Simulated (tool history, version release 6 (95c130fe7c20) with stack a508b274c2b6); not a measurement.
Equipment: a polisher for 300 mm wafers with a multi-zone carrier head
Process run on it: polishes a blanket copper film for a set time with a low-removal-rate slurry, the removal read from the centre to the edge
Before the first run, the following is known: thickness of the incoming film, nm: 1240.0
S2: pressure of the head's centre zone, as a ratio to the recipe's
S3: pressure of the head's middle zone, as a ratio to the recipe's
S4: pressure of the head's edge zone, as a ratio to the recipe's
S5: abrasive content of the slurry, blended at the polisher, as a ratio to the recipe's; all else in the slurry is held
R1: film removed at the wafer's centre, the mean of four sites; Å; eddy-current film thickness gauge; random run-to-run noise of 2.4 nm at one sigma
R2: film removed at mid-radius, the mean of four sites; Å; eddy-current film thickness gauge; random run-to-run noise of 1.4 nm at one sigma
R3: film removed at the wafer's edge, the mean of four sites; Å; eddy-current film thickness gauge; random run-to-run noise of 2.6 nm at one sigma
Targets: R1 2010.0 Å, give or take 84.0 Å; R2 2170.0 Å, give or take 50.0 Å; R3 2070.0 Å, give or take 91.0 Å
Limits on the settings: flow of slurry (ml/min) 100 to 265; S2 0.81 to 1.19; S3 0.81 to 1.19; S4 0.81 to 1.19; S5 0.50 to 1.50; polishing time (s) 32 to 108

run 1 hour=0.0 | flow_of_slurry_(ml/min)=170 S2=1.00 S3=1.00 S4=1.00 S5=1.00 polishing_time_(s)=70 | R1=1691.5 R2=1728.1 R3=1725.4
run 2 hour=0.9 | flow_of_slurry_(ml/min)=180 S2=1.01 S3=1.02 S4=1.03 S5=1.05 polishing_time_(s)=70 | R1=1762.3 R2=1802.8 R3=1814.2
run 3 hour=2.5 | flow_of_slurry_(ml/min)=190 S2=1.01 S3=1.04 S4=1.04 S5=1.05 polishing_time_(s)=70 | R1=1781.6 R2=1824.4 R3=1790.3
run 4 hour=9.4 | flow_of_slurry_(ml/min)=190 S2=1.01 S3=1.06 S4=1.06 S5=1.10 polishing_time_(s)=70 | R1=1838.0 R2=1883.6 R3=1817.5
run 5 hour=17.0 | flow_of_slurry_(ml/min)=190 S2=1.01 S3=1.06 S4=1.06 S5=0.90 polishing_time_(s)=70 | R1=1700.3 R2=1803.3 R3=1731.6
run 6 hour=22.8 | flow_of_slurry_(ml/min)=190 S2=1.01 S3=1.06 S4=1.06 S5=0.90 polishing_time_(s)=59 | R1=1444.7 R2=1516.8 R3=1495.9
run 7 hour=27.5 | flow_of_slurry_(ml/min)=195 S2=1.00 S3=1.07 S4=1.08 S5=1.00 polishing_time_(s)=61 | R1=1504.1 R2=1610.9 R3=1565.8
run 8 hour=36.4 | flow_of_slurry_(ml/min)=195 S2=1.00 S3=1.08 S4=1.09 S5=1.10 polishing_time_(s)=63 | R1=1591.0 R2=1722.4 R3=1683.7
run 9 hour=39.9 | flow_of_slurry_(ml/min)=200 S2=1.01 S3=1.09 S4=1.10 S5=1.15 polishing_time_(s)=64 | R1=1660.6 R2=1822.1 R3=1761.2
run 10 hour=44.3 | flow_of_slurry_(ml/min)=205 S2=1.03 S3=1.10 S4=1.11 S5=1.20 polishing_time_(s)=64 | R1=1696.1 R2=1847.7 R3=1775.3
run 11 hour=48.7 | flow_of_slurry_(ml/min)=210 S2=1.04 S3=1.11 S4=1.12 S5=1.25 polishing_time_(s)=65 | R1=1797.8 R2=1902.4 R3=1801.8
run 12 hour=56.8 | flow_of_slurry_(ml/min)=210 S2=1.04 S3=1.11 S4=1.13 S5=1.30 polishing_time_(s)=66 | R1=1852.5 R2=1935.8 R3=1856.5
run 13 hour=61.9 | flow_of_slurry_(ml/min)=215 S2=1.04 S3=1.12 S4=1.14 S5=1.35 polishing_time_(s)=66 | R1=1835.9 R2=1977.5 R3=1880.3
run 14 hour=69.3 | flow_of_slurry_(ml/min)=215 S2=1.04 S3=1.12 S4=1.15 S5=1.40 polishing_time_(s)=67 | R1=1904.2 R2=2024.7 R3=1920.9

Which of these 5 next moves meets every target?
run A hour=76.7 | flow_of_slurry_(ml/min)=225 S2=0.88 S3=1.07 S4=1.19 S5=1.45 polishing_time_(s)=78 | R1=? R2=? R3=?
run B hour=76.7 | flow_of_slurry_(ml/min)=260 S2=0.89 S3=1.07 S4=1.19 S5=1.10 polishing_time_(s)=77 | R1=? R2=? R3=?
run C hour=76.7 | flow_of_slurry_(ml/min)=205 S2=0.92 S3=1.11 S4=1.14 S5=1.45 polishing_time_(s)=71 | R1=? R2=? R3=?
run D hour=76.7 | flow_of_slurry_(ml/min)=215 S2=1.19 S3=1.19 S4=1.04 S5=1.35 polishing_time_(s)=67 | R1=? R2=? R3=?
run E hour=76.7 | flow_of_slurry_(ml/min)=215 S2=1.03 S3=1.12 S4=1.15 S5=1.45 polishing_time_(s)=71 | R1=? R2=? R3=?

move=A R1=1909.6 R2=2317.8 R3=2280.2
move=B R1=1814.9 R2=2173.9 R3=2129.8
move=C R1=1794.5 R2=2150.9 R3=2016.5
move=D R1=2172.4 R2=2128.0 R3=1802.6
move=E R1=2024.9 R2=2179.7 R3=2033.5
A: moves the result that the last run missed by most past its target, out the other side
B: meets the target for the result that was furthest off, but another lies outside its allowed miss
C: meets the target for the result that was furthest off, but another lies outside its allowed miss
D: meets the target for the result that was furthest off, but another lies outside its allowed miss
E: all results land within tolerance of their targets
So the answer is move E, the one that meets all the targets.
